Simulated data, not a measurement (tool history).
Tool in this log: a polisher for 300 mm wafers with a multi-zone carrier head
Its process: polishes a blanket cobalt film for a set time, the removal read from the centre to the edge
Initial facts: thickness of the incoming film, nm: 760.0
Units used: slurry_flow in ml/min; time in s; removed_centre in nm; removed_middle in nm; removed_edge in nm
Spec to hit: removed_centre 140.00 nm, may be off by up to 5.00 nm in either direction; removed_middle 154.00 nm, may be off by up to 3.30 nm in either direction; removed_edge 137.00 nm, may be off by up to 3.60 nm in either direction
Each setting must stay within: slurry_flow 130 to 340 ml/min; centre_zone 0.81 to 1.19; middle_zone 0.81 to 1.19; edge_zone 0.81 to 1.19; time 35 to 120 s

run	hour	slurry_flow	centre_zone	middle_zone	edge_zone	time	removed_centre	removed_middle	removed_edge
1	0.0	220	1.00	1.00	1.00	77	191.54	189.98	188.68
2	7.9	200	1.00	1.00	1.00	77	187.67	187.89	181.61
3	10.8	250	1.00	1.00	1.00	77	197.23	191.05	187.29
4	12.3	240	0.97	1.00	0.95	72	173.60	179.33	170.27
5	16.8	225	0.96	0.99	0.91	70	167.62	171.22	162.10
6	19.9	215	0.95	0.99	0.88	68	162.44	167.57	154.42
7	22.6	165	0.86	0.96	0.81	62	127.39	138.48	131.27
8	26.2	190	0.87	0.97	0.81	61	128.60	142.90	130.34
9	30.5	210	0.88	0.97	0.82	61	133.14	145.09	134.56
10	34.0	220	0.89	0.98	0.82	61	137.57	147.73	135.62
11	42.4	225	0.89	0.99	0.82	61	138.92	149.90	136.12

Which single option among these 4 for the next run brings every result within its allowed miss of target? Just one does.
A	50.8	155	0.92	0.98	0.83	65	?	?	?
B	50.8	285	0.90	1.02	0.86	60	?	?	?
C	50.8	195	0.89	1.04	0.81	59	?	?	?
D	50.8	220	0.97	1.04	0.81	58	?	?	?

move	removed_centre	removed_middle	removed_edge
A	140.09	147.88	135.26
B	140.94	155.34	136.11
C	129.50	147.55	125.37
D	141.30	147.74	124.98
A: lands further from the targets than the last run did
B: hits every target within its allowed miss
C: lands further from the targets than the last run did
D: lands further from the targets than the last run did
Go with B: it meets all targets.
